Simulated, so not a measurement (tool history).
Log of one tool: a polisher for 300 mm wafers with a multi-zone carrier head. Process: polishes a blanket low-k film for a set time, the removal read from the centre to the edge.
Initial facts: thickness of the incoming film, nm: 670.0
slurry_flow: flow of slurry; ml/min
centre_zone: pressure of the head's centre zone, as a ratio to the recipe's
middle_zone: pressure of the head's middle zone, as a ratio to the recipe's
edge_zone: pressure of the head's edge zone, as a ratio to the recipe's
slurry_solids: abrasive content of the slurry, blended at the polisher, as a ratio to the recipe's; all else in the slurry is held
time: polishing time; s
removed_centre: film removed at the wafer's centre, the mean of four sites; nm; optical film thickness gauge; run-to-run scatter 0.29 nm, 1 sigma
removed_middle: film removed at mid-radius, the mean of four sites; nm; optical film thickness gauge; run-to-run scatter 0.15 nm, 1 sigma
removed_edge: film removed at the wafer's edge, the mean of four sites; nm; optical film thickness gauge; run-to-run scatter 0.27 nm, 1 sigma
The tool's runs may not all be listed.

run,hour,slurry_flow,centre_zone,middle_zone,edge_zone,slurry_solids,time,removed_centre,removed_middle,removed_edge
1,0.0,295,1.00,1.00,1.00,1.00,66,26.012,25.731,27.192
2,1.0,295,1.00,1.00,1.05,1.00,66,26.209,25.729,27.422
3,3.5,295,1.00,1.00,1.05,0.80,66,22.445,21.799,23.018
4,5.4,295,1.07,1.00,1.05,0.80,66,24.487,22.301,23.209
5,7.2,295,1.07,1.00,1.04,0.75,66,22.940,21.528,21.845
# hour 15.1: edge zone pressure recalibrated
6,15.1,295,1.07,1.08,1.04,0.75,66,23.166,22.687,21.767

Run 7 has not been measured yet. What should we expect?
7,18.5,295,1.07,1.07,1.04,0.75,66,?,?,?

removed_centre: 23.064 nm
removed_middle: 22.413 nm
removed_edge: 21.797 nm
